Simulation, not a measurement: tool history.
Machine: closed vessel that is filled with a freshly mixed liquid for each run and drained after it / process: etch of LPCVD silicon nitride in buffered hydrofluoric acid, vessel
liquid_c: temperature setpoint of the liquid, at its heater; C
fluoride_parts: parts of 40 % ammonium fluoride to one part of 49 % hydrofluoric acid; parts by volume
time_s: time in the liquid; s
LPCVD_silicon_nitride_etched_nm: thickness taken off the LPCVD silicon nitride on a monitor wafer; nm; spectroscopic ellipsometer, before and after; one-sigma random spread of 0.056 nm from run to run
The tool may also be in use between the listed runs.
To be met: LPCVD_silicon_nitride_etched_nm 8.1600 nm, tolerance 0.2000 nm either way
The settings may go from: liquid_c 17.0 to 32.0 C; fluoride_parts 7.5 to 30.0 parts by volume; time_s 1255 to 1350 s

| run | day | liquid_c | fluoride_parts | time_s | LPCVD_silicon_nitride_etched_nm |
|---|---|---|---|---|---|
| 1 | 0.000 | 25.0 | 22.0 | 1255 | 9.9755 |
| 2 | 0.121 | 24.5 | 22.0 | 1255 | 9.6831 |
| 3 | 0.358 | 24.5 | 22.0 | 1350 | 10.3490 |
| 4 | 0.612 | 23.0 | 22.0 | 1350 | 9.6126 |
| 5 | 0.804 | 22.5 | 22.0 | 1350 | 9.2217 |
| 6 | 1.192 | 22.0 | 22.0 | 1350 | 9.0601 |
| 7 | 1.579 | 21.5 | 22.0 | 1350 | 8.8857 |
| 8 | 1.800 | 21.0 | 22.0 | 1350 | 8.5737 |

Which one of the following 4 next-run settings gets every result inside its allowed miss? There is exactly one.
| A | 2.021 | 20.5 | 19.5 | 1320 | ? |
| B | 2.021 | 23.0 | 23.0 | 1280 | ? |
| C | 2.021 | 21.0 | 21.0 | 1325 | ? |
| D | 2.021 | 21.5 | 22.0 | 1260 | ? |

| move | LPCVD_silicon_nitride_etched_nm |
|---|---|
| A | 8.8129 |
| B | 8.6975 |
| C | 8.5789 |
| D | 8.1238 |
A: its largest miss is bigger than the last run's
B: its largest miss is bigger than the last run's
C: about the same distance from the targets as the last run
D: hits every target within its allowed miss
The right move is D.
